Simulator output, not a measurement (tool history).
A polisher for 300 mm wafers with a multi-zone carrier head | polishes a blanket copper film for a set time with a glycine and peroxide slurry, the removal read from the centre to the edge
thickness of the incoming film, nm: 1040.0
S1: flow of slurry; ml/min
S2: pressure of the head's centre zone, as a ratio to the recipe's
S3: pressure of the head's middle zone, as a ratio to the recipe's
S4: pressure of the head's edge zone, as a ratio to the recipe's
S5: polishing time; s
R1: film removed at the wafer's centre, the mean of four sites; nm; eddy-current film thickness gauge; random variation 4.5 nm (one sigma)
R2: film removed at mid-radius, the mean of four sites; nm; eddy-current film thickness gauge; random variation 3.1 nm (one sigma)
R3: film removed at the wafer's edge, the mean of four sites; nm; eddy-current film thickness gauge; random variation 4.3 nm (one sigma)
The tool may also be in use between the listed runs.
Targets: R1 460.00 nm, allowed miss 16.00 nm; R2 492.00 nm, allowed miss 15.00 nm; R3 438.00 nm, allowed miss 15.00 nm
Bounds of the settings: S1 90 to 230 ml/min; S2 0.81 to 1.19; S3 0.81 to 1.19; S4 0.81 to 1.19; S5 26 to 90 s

run  hour   S1    S2    S3    S4  S5      R1      R2      R3
  1   0.0  150  1.00  1.00  1.00  58  438.67  420.53  424.08
  2   2.8  155  1.00  1.01  1.00  58  435.17  428.25  433.89
  3   8.3  185  1.00  1.01  1.00  58  446.27  434.26  440.32
  4  10.8  185  1.00  1.02  1.00  58  447.65  438.20  436.57
  5  11.9  185  1.00  1.10  1.00  58  443.67  472.78  433.16
  6  18.4  185  1.00  1.10  1.00  70  537.45  568.82  522.82
  7  21.6  180  0.99  1.09  0.98  70  524.82  557.35  522.38
  8  22.5  175  0.99  1.09  0.97  69  516.78  552.67  516.47
  9  26.3  175  0.99  1.09  0.97  68  523.37  546.31  502.43

5 next moves are on the table. One of them brings every result within its allowed miss. Which?
  A  30.1  185  1.04  1.17  1.02  57   ?   ?   ?
  B  30.1  155  0.82  1.05  1.06  79   ?   ?   ?
  C  30.1  155  0.93  1.15  1.07  62   ?   ?   ?
  D  30.1  165  0.83  1.02  1.16  73   ?   ?   ?
  E  30.1  175  0.96  0.85  1.08  77   ?   ?   ?

move      R1      R2      R3
   A  450.98  486.09  437.00
   B  475.06  596.49  603.99
   C  423.61  505.75  475.44
   D  449.95  543.76  587.31
   E  555.17  497.25  604.63
A: meets every target
B: further off than the last run
C: nearer than the last run, and not there yet
D: further off than the last run
E: further off than the last run
Move A is the one to make.
